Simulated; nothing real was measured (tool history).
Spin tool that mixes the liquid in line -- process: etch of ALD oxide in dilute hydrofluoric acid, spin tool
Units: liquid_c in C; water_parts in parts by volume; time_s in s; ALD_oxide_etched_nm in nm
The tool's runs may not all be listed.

{"run": 1, "hour": 0.0, "liquid_c": 23.0, "water_parts": 290, "time_s": 70, "ALD_oxide_etched_nm": 2.557}
{"run": 2, "hour": 8.8, "liquid_c": 24.5, "water_parts": 250, "time_s": 70, "ALD_oxide_etched_nm": 3.2565}
{"run": 3, "hour": 12.0, "liquid_c": 25.5, "water_parts": 215, "time_s": 70, "ALD_oxide_etched_nm": 4.0863}
{"run": 4, "hour": 17.6, "liquid_c": 25.5, "water_parts": 215, "time_s": 50, "ALD_oxide_etched_nm": 2.8943}
{"run": 5, "hour": 23.3, "liquid_c": 25.5, "water_parts": 115, "time_s": 50, "ALD_oxide_etched_nm": 6.1622}
{"run": 6, "hour": 26.9, "liquid_c": 25.5, "water_parts": 115, "time_s": 50, "ALD_oxide_etched_nm": 6.1581}
{"hour": 30.7, "done": "hydrofluoric acid flow meter replaced"}
{"run": 7, "hour": 30.7, "liquid_c": 24.0, "water_parts": 105, "time_s": 55, "ALD_oxide_etched_nm": 7.873}
{"run": 8, "hour": 32.9, "liquid_c": 23.0, "water_parts": 105, "time_s": 55, "ALD_oxide_etched_nm": 7.6221}

For run 9, what comes out?
{"run": 9, "hour": 39.4, "liquid_c": 27.0, "water_parts": 60, "time_s": 70, "ALD_oxide_etched_nm": "?"}

ALD_oxide_etched_nm: 20.9790 nm

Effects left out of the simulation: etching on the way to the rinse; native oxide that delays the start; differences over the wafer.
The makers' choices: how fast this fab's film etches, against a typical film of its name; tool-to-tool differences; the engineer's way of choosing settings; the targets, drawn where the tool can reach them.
